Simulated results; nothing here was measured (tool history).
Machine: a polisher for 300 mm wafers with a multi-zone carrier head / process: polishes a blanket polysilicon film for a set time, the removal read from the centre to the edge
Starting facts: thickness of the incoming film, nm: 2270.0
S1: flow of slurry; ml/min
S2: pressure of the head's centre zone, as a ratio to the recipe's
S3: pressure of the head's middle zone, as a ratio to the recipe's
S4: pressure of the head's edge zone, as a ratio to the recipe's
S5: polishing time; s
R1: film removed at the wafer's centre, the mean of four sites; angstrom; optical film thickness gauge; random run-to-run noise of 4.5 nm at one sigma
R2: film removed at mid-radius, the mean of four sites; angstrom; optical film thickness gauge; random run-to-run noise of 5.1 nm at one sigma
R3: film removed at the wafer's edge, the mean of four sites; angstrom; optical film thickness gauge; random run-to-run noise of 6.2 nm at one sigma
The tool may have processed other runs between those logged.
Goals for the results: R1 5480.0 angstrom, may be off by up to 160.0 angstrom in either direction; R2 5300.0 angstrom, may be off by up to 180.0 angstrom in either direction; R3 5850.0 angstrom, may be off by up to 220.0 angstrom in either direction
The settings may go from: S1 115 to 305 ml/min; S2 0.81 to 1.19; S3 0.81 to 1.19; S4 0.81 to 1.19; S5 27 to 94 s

run 1 hour=0.0 | S1=195 S2=1.00 S3=1.00 S4=1.00 S5=60 | R1=4902.7 R2=5025.9 R3=4890.7
run 2 hour=1.0 | S1=205 S2=1.00 S3=0.99 S4=1.04 S5=61 | R1=5018.1 R2=5075.5 R3=5139.3
run 3 hour=1.8 | S1=215 S2=1.00 S3=0.99 S4=1.06 S5=61 | R1=5011.6 R2=5065.9 R3=5229.4
run 4 hour=7.0 | S1=245 S2=1.00 S3=0.99 S4=1.06 S5=61 | R1=5085.7 R2=5195.5 R3=5232.3
run 5 hour=12.3 | S1=225 S2=1.00 S3=0.99 S4=1.06 S5=61 | R1=4977.6 R2=4982.8 R3=5239.5
run 6 hour=13.3 | S1=225 S2=1.00 S3=0.99 S4=1.02 S5=61 | R1=5085.0 R2=5086.1 R3=5022.5
run 7 hour=19.3 | S1=225 S2=1.01 S3=0.99 S4=1.05 S5=62 | R1=5154.1 R2=5168.4 R3=5125.4
run 8 hour=27.2 | S1=225 S2=1.01 S3=0.98 S4=1.07 S5=63 | R1=5247.9 R2=5298.2 R3=5341.7
run 9 hour=29.5 | S1=225 S2=1.01 S3=0.96 S4=1.10 S5=63 | R1=5360.7 R2=5075.5 R3=5585.5
run 10 hour=32.1 | S1=225 S2=1.01 S3=0.96 S4=1.11 S5=63 | R1=5309.6 R2=5023.7 R3=5513.3

Exercise: of the 5 proposed moves below, exactly one satisfies all targets within the stated allowed misses. Which move is it?
run A hour=34.7 | S1=225 S2=1.04 S3=0.85 S4=1.15 S5=64 | R1=? R2=? R3=?
run B hour=34.7 | S1=205 S2=0.99 S3=1.06 S4=1.13 S5=63 | R1=? R2=? R3=?
run C hour=34.7 | S1=190 S2=1.00 S3=1.05 S4=1.01 S5=63 | R1=? R2=? R3=?
run D hour=34.7 | S1=155 S2=0.91 S3=0.87 S4=1.19 S5=71 | R1=? R2=? R3=?
run E hour=34.7 | S1=260 S2=0.94 S3=0.87 S4=1.02 S5=68 | R1=? R2=? R3=?

move=A R1=5534.5 R2=4714.2 R3=5656.6
move=B R1=5113.4 R2=5478.5 R3=5447.1
move=C R1=5094.9 R2=5369.9 R3=5104.3
move=D R1=4992.4 R2=4995.9 R3=6088.0
move=E R1=5421.7 R2=5201.9 R3=5737.4
A: lands further from the targets than the last run did
B: puts the biggest miss on target and leaves a different result outside tolerance
C: puts the biggest miss on target and leaves a different result outside tolerance
D: lands further from the targets than the last run did
E: in spec on every target
Move E is the one to make.
